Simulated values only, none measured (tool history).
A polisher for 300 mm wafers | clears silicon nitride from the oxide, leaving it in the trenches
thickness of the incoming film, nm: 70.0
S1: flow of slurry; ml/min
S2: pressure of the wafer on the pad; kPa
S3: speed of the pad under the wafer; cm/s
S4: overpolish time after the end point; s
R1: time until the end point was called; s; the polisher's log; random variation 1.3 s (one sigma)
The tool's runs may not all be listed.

run	hour	S1	S2	S3	S4	R1
1	0	145	16.5	98	3	127.3
2	3.8	145	18.6	100	3	107.23
3	11.5	145	20	100	3	104.5
4	13.2	145	16.5	100	3	123.63
5	19.4	145	18.6	102	3	105.79
6	25.3	145	20	102	3	100.56
7	30.5	145	21.4	102	3	91.355
8	33.5	145	22.1	102	3	90.765
9	34.9	145	22.1	102	3	89.296
10	43.1	145	22.1	102	3	88.144

The next listed run, before its measurement:
11	44.6	145	22.8	102	3	?

{"run 11": {"R1": 86.521}}
